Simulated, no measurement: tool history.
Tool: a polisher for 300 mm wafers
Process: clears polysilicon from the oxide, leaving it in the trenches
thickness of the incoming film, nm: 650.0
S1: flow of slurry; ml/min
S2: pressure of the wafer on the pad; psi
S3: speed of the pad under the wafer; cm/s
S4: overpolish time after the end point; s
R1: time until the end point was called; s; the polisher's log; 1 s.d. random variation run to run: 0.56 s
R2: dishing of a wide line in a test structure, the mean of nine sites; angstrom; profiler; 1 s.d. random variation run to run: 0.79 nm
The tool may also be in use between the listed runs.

| run | day | S1 | S2 | S3 | S4 | R1 | R2 |
|---|---|---|---|---|---|---|---|
| 1 | 0.000 | 265 | 2.8 | 102 | 28 | 44.094 | 727.92 |
| 2 | 0.279 | 320 | 2.8 | 102 | 28 | 44.284 | 721.01 |
| 3 | 0.517 | 330 | 2.7 | 102 | 26 | 45.299 | 725.58 |
| 4 | 0.704 | 335 | 2.7 | 100 | 24 | 46.369 | 731.21 |
| 5 | 0.929 | 315 | 2.6 | 100 | 28 | 47.991 | 737.27 |
| 6 | 1.075 | 315 | 2.7 | 94 | 26 | 49.932 | 728.30 |
| 7 | 1.308 | 315 | 2.7 | 92 | 24 | 50.535 | 716.13 |
| 8 | 1.342 | 315 | 2.7 | 92 | 24 | 50.053 | 725.40 |
| 9 | 1.438 | 315 | 2.7 | 92 | 24 | 50.062 | 706.70 |
| 10 | 1.700 | 295 | 2.8 | 88 | 22 | 51.806 | 702.50 |
| 11 | 1.833 | 295 | 2.8 | 88 | 22 | 52.010 | 690.51 |
| 12 | 2.062 | 280 | 2.9 | 86 | 20 | 51.667 | 711.01 |
| 13 | 2.167 | 295 | 3.0 | 82 | 19 | 51.814 | 687.79 |
| 14 | 2.258 | 370 | 3.4 | 54 | 8 | 67.442 | 446.27 |
| 15 | 2.375 | 355 | 3.4 | 54 | 9 | 67.650 | 477.90 |
| 16 | 2.629 | 345 | 3.4 | 54 | 10 | 68.964 | 513.06 |
| 17 | 2.904 | 340 | 3.5 | 54 | 10 | 66.729 | 504.56 |

Forecast run 18:
| 18 | 3.121 | 415 | 3.6 | 62 | 24 | ? | ? |

Run 18 measured R1 56.617 s, R2 730.72 angstrom.
